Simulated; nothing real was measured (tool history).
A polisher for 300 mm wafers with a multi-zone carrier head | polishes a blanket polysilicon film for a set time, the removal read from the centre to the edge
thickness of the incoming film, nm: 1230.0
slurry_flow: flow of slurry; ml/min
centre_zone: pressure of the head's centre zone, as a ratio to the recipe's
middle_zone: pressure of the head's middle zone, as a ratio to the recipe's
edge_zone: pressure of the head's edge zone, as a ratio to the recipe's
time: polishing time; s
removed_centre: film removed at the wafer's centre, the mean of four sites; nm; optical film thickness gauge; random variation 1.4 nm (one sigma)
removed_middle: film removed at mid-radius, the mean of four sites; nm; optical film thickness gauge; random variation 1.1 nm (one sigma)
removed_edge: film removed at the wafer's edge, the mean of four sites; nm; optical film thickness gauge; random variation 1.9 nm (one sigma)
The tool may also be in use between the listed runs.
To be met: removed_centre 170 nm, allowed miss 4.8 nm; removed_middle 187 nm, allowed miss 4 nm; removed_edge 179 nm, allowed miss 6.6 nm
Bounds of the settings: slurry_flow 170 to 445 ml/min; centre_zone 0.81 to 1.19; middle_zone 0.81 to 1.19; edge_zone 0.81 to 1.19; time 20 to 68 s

Run 1, hour 0: slurry_flow 285 ml/min, centre_zone 1, middle_zone 1, edge_zone 1, time 44 s. Result: removed_centre 300.76 nm, removed_middle 299.66 nm, removed_edge 284.2 nm.
Run 2, hour 8.1: slurry_flow 275 ml/min, centre_zone 0.96, middle_zone 0.98, edge_zone 0.97, time 40 s. Result: removed_centre 267.27 nm, removed_middle 269.9 nm, removed_edge 259.68 nm.
Run 3, hour 12: slurry_flow 275 ml/min, centre_zone 0.96, middle_zone 0.98, edge_zone 0.97, time 46 s. Result: removed_centre 305.81 nm, removed_middle 308.29 nm, removed_edge 296.18 nm.
Run 4, hour 17.2: slurry_flow 270 ml/min, centre_zone 0.93, middle_zone 0.97, edge_zone 0.95, time 41 s. Result: removed_centre 265.84 nm, removed_middle 269.42 nm, removed_edge 266.57 nm.
Run 5, hour 19.9: slurry_flow 270 ml/min, centre_zone 0.93, middle_zone 0.97, edge_zone 1.02, time 41 s. Result: removed_centre 264.74 nm, removed_middle 269.95 nm, removed_edge 275.8 nm.
Run 6, hour 23.3: slurry_flow 270 ml/min, centre_zone 0.89, middle_zone 0.97, edge_zone 1.02, time 41 s. Result: removed_centre 260.36 nm, removed_middle 267.22 nm, removed_edge 274.85 nm.
Run 7, hour 27.6: slurry_flow 265 ml/min, centre_zone 0.88, middle_zone 0.98, edge_zone 0.99, time 37 s. Result: removed_centre 228.49 nm, removed_middle 242.72 nm, removed_edge 240.39 nm.
Run 8, hour 30.1: slurry_flow 255 ml/min, centre_zone 0.87, middle_zone 0.97, edge_zone 0.96, time 35 s. Result: removed_centre 218.58 nm, removed_middle 228.83 nm, removed_edge 222.2 nm.
Run 9, hour 34.9: slurry_flow 225 ml/min, centre_zone 0.81, middle_zone 0.97, edge_zone 0.95, time 25 s. Result: removed_centre 145.17 nm, removed_middle 161.07 nm, removed_edge 161.15 nm.
Run 10, hour 40.6: slurry_flow 260 ml/min, centre_zone 0.82, middle_zone 0.97, edge_zone 0.95, time 25 s. Result: removed_centre 146.33 nm, removed_middle 163.33 nm, removed_edge 159.32 nm.
Run 11, hour 43.9: slurry_flow 260 ml/min, centre_zone 0.85, middle_zone 0.99, edge_zone 0.98, time 25 s. Result: removed_centre 152.78 nm, removed_middle 165.57 nm, removed_edge 160.75 nm.
At hour 51.4: edge zone pressure recalibrated.
Run 12, hour 51.4: slurry_flow 260 ml/min, centre_zone 0.86, middle_zone 1.01, edge_zone 1, time 26 s. Result: removed_centre 161.46 nm, removed_middle 175.93 nm, removed_edge 181.51 nm.
Run 13, hour 52.7: slurry_flow 270 ml/min, centre_zone 0.87, middle_zone 1.02, edge_zone 0.99, time 26 s. Result: removed_centre 162.28 nm, removed_middle 178.94 nm, removed_edge 181.31 nm.

Which of these 5 next moves meets every target?
Run A, hour 54: slurry_flow 285 ml/min, centre_zone 0.83, middle_zone 1.15, edge_zone 1.19, time 25 s. Result: removed_centre ?, removed_middle ?, removed_edge ?.
Run B, hour 54: slurry_flow 295 ml/min, centre_zone 0.85, middle_zone 1.01, edge_zone 1.11, time 26 s. Result: removed_centre ?, removed_middle ?, removed_edge ?.
Run C, hour 54: slurry_flow 180 ml/min, centre_zone 0.84, middle_zone 1.04, edge_zone 0.95, time 27 s. Result: removed_centre ?, removed_middle ?, removed_edge ?.
Run D, hour 54: slurry_flow 215 ml/min, centre_zone 0.94, middle_zone 0.97, edge_zone 1.03, time 27 s. Result: removed_centre ?, removed_middle ?, removed_edge ?.
Run E, hour 54: slurry_flow 395 ml/min, centre_zone 0.9, middle_zone 1.04, edge_zone 0.94, time 26 s. Result: removed_centre ?, removed_middle ?, removed_edge ?.

move  removed_centre  removed_middle  removed_edge
   A          150.85          193.78        190.26
   B          159.79           181.3        191.71
   C          154.45          182.16        176.63
   D          170.92          175.93        187.03
   E          170.51          190.32        179.99
A: takes the result that was furthest off past its target
B: further off than the last run
C: further off than the last run
D: further off than the last run
E: meets every target
Move E is the one to make.
